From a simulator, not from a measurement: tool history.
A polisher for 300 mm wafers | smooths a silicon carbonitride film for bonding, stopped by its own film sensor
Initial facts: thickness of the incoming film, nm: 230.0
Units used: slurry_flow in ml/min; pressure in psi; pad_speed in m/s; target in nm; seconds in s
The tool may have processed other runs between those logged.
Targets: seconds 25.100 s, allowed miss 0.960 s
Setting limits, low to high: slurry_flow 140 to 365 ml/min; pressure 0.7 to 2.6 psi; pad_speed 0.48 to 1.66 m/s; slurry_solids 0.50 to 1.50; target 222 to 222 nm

run  hour  slurry_flow  pressure  pad_speed  slurry_solids  target  seconds
  1   0.0          235       1.6       1.06           1.00     222   42.441
  2   4.1          235       1.6       1.06           1.00     222   42.938
  3   7.9          235       1.6       1.22           1.00     222   37.828
  4  15.2          235       1.6       1.22           0.90     222   39.422
  5  17.1          235       1.4       1.22           0.90     222   45.041
  6  21.7          235       1.4       0.96           0.90     222   55.243
  7  27.1          235       1.6       0.96           0.90     222   47.581
  8  27.8          235       1.7       0.96           0.90     222   46.320
  9  36.4          235       1.8       0.98           0.90     222   42.908
 10  38.7          235       1.9       1.00           0.90     222   39.792
 11  47.4          235       2.0       1.02           0.90     222   36.880
 12  48.0          235       2.5       1.04           0.90     222   29.777
 13  54.4          235       2.5       1.06           0.90     222   29.027
 14  59.4          235       2.5       1.08           0.90     222   28.617
 15  62.2          235       2.5       1.10           0.90     222   27.488
 16  65.0          235       2.6       1.12           0.90     222   25.870
 17  74.0          235       2.6       1.14           0.90     222   26.176

Next run, 5 choices. One meets every target within its allowed miss, the rest don't. Which?
  A  83.0          245       2.6       1.14           0.75     222        ?
  B  83.0          185       2.3       1.42           0.80     222        ?
  C  83.0          250       2.1       1.32           0.95     222        ?
  D  83.0          260       2.6       1.10           0.90     222        ?
  E  83.0          360       2.6       0.92           1.45     222        ?

move  seconds
   A   28.144
   B   26.561
   C   27.852
   D   26.647
   E   25.012
A: its largest miss is bigger than the last run's
B: its largest miss is bigger than the last run's
C: its largest miss is bigger than the last run's
D: its largest miss is bigger than the last run's
E: every result within its allowed miss
E is the move that brings every result within its allowed miss.
